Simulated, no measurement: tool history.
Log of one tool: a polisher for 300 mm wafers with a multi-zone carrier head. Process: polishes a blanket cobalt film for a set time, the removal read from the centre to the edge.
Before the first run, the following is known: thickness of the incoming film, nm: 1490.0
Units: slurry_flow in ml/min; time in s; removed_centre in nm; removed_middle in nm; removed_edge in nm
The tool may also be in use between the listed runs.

run 1 hour=0 | slurry_flow=200 centre_zone=1 middle_zone=1 edge_zone=1 time=66 | removed_centre=227.9 removed_middle=229.73 removed_edge=233.12
run 2 hour=5.7 | slurry_flow=195 centre_zone=0.99 middle_zone=0.98 edge_zone=0.97 time=61 | removed_centre=208.09 removed_middle=211.7 removed_edge=211.72
run 3 hour=7.2 | slurry_flow=195 centre_zone=0.99 middle_zone=0.91 edge_zone=0.97 time=61 | removed_centre=203.1 removed_middle=200.4 removed_edge=209.02
run 4 hour=15.3 | slurry_flow=195 centre_zone=0.94 middle_zone=0.91 edge_zone=0.97 time=61 | removed_centre=199.1 removed_middle=201.8 removed_edge=205.22
run 5 hour=22.8 | slurry_flow=225 centre_zone=0.94 middle_zone=0.91 edge_zone=0.97 time=61 | removed_centre=200.97 removed_middle=202.52 removed_edge=211.6
run 6 hour=26.8 | slurry_flow=225 centre_zone=0.98 middle_zone=0.91 edge_zone=0.97 time=61 | removed_centre=209.72 removed_middle=202.43 removed_edge=210.39
run 7 hour=31.2 | slurry_flow=220 centre_zone=0.97 middle_zone=0.9 edge_zone=0.95 time=57 | removed_centre=191.18 removed_middle=187.24 removed_edge=197.63
run 8 hour=32.4 | slurry_flow=220 centre_zone=0.97 middle_zone=0.9 edge_zone=0.95 time=57 | removed_centre=193.45 removed_middle=189.46 removed_edge=198.59

The next listed run, before its measurement:
run 9 hour=33.1 | slurry_flow=210 centre_zone=0.97 middle_zone=0.89 edge_zone=0.92 time=54 | removed_centre=? removed_middle=? removed_edge=?

removed_centre: 181.36 nm
removed_middle: 177.31 nm
removed_edge: 182.68 nm
